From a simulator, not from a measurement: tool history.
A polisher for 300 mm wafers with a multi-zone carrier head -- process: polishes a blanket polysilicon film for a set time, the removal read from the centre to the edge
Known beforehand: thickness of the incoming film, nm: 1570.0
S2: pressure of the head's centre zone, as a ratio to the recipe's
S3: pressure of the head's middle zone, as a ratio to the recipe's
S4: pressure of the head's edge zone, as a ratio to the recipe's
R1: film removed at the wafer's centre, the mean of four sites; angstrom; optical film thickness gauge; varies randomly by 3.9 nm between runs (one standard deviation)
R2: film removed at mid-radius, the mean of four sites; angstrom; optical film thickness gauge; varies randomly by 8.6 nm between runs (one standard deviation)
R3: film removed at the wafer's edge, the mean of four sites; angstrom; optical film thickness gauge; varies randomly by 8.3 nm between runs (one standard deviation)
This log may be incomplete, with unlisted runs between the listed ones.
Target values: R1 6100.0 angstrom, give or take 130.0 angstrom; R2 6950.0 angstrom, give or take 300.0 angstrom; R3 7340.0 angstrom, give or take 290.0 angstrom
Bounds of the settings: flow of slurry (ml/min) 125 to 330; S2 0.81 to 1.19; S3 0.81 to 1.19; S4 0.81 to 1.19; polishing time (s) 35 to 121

run 1 hour=0.0 | flow_of_slurry_(ml/min)=210 S2=1.00 S3=1.00 S4=1.00 polishing_time_(s)=78 | R1=4397.2 R2=4368.3 R3=4604.4
run 2 hour=8.1 | flow_of_slurry_(ml/min)=240 S2=1.00 S3=1.00 S4=1.00 polishing_time_(s)=78 | R1=4410.3 R2=4414.7 R3=4683.1
run 3 hour=10.1 | flow_of_slurry_(ml/min)=195 S2=1.00 S3=1.00 S4=1.00 polishing_time_(s)=78 | R1=4318.2 R2=4429.0 R3=4636.7
run 4 hour=14.0 | flow_of_slurry_(ml/min)=185 S2=1.00 S3=1.01 S4=1.02 polishing_time_(s)=82 | R1=4533.9 R2=4545.1 R3=4829.0
run 5 hour=17.6 | flow_of_slurry_(ml/min)=185 S2=1.00 S3=1.01 S4=1.02 polishing_time_(s)=99 | R1=5447.8 R2=5451.9 R3=5910.4
run 6 hour=23.0 | flow_of_slurry_(ml/min)=185 S2=1.00 S3=1.01 S4=1.07 polishing_time_(s)=99 | R1=5483.0 R2=5518.5 R3=5959.9
run 7 hour=23.9 | flow_of_slurry_(ml/min)=190 S2=0.99 S3=1.02 S4=1.08 polishing_time_(s)=101 | R1=5483.9 R2=5718.2 R3=6238.4
run 8 hour=26.3 | flow_of_slurry_(ml/min)=200 S2=0.99 S3=1.03 S4=1.09 polishing_time_(s)=102 | R1=5592.7 R2=5926.6 R3=6209.1
run 9 hour=34.2 | flow_of_slurry_(ml/min)=200 S2=0.98 S3=1.03 S4=1.10 polishing_time_(s)=104 | R1=5634.2 R2=6040.5 R3=6475.9
run 10 hour=39.6 | flow_of_slurry_(ml/min)=205 S2=0.98 S3=1.03 S4=1.11 polishing_time_(s)=105 | R1=5760.6 R2=6013.0 R3=6589.6
run 11 hour=41.7 | flow_of_slurry_(ml/min)=210 S2=0.98 S3=1.04 S4=1.12 polishing_time_(s)=106 | R1=5789.1 R2=6182.1 R3=6730.3
run 12 hour=47.0 | flow_of_slurry_(ml/min)=215 S2=0.98 S3=1.05 S4=1.13 polishing_time_(s)=106 | R1=5783.2 R2=6428.5 R3=6819.3
run 13 hour=54.1 | flow_of_slurry_(ml/min)=220 S2=0.98 S3=1.05 S4=1.14 polishing_time_(s)=106 | R1=5872.5 R2=6354.7 R3=6760.7
run 14 hour=58.9 | flow_of_slurry_(ml/min)=225 S2=0.98 S3=1.05 S4=1.15 polishing_time_(s)=107 | R1=5924.4 R2=6445.9 R3=6884.6
run 15 hour=64.7 | flow_of_slurry_(ml/min)=230 S2=0.98 S3=1.05 S4=1.15 polishing_time_(s)=107 | R1=5929.8 R2=6353.9 R3=6874.9
run 16 hour=70.5 | flow_of_slurry_(ml/min)=230 S2=0.98 S3=1.06 S4=1.15 polishing_time_(s)=108 | R1=6007.1 R2=6457.1 R3=6830.3
run 17 hour=73.0 | flow_of_slurry_(ml/min)=225 S2=0.98 S3=1.06 S4=1.15 polishing_time_(s)=109 | R1=6014.5 R2=6641.5 R3=7103.2

Consider the 5 candidate settings below. Which is the only one whose results all fall within their allowed miss of target?
run A hour=75.5 | flow_of_slurry_(ml/min)=285 S2=0.98 S3=1.04 S4=1.12 polishing_time_(s)=105 | R1=? R2=? R3=?
run B hour=75.5 | flow_of_slurry_(ml/min)=220 S2=0.96 S3=1.02 S4=1.17 polishing_time_(s)=109 | R1=? R2=? R3=?
run C hour=75.5 | flow_of_slurry_(ml/min)=220 S2=0.94 S3=1.11 S4=1.15 polishing_time_(s)=108 | R1=? R2=? R3=?
run D hour=75.5 | flow_of_slurry_(ml/min)=140 S2=0.97 S3=0.97 S4=1.10 polishing_time_(s)=118 | R1=? R2=? R3=?
run E hour=75.5 | flow_of_slurry_(ml/min)=225 S2=0.94 S3=1.07 S4=1.15 polishing_time_(s)=115 | R1=? R2=? R3=?

move=A R1=5894.8 R2=6369.8 R3=6706.5
move=B R1=5814.0 R2=6331.1 R3=6981.1
move=C R1=5643.2 R2=6742.7 R3=6847.2
move=D R1=5973.3 R2=6216.9 R3=7040.2
move=E R1=6024.1 R2=6975.2 R3=7308.3
A: further off than the last run
B: further off than the last run
C: brings the last run's worst result on target, with another outside its allowed miss
D: further off than the last run
E: every result lands within tolerance
E is the move that brings every result within its allowed miss.

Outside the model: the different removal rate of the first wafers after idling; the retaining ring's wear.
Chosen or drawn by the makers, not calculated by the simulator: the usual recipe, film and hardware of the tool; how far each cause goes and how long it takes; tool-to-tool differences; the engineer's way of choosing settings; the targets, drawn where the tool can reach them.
